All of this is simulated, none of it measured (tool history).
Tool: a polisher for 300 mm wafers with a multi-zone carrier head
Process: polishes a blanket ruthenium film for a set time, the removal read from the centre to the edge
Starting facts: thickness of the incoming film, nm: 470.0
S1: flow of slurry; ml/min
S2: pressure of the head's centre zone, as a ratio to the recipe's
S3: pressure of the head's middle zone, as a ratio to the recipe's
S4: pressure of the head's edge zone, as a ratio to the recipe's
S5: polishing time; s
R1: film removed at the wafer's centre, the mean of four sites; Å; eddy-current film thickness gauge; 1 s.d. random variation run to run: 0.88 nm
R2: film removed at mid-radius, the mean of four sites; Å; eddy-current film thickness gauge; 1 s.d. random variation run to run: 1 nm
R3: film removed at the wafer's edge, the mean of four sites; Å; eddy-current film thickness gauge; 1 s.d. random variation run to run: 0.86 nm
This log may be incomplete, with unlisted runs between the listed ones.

run,hour,S1,S2,S3,S4,S5,R1,R2,R3
1,0.0,225,1.00,1.00,1.00,67,989.56,1080.90,1049.90
2,4.8,225,1.05,1.00,1.00,67,1041.30,1093.70,1073.80
3,9.0,230,1.06,0.98,0.95,64,1022.20,1023.10,1007.10
4,11.6,225,1.06,0.97,0.92,62,958.82,978.93,952.09
5,18.9,225,1.06,0.97,1.00,62,967.02,988.65,1000.80
6,27.3,225,1.06,1.04,1.00,62,962.94,1003.40,1006.10

The next listed run, before its measurement:
7,34.8,220,1.07,1.02,0.96,61,?,?,?

Run 7 produced R1 962.86 Å, R2 1001.10 Å, R3 952.67 Å.
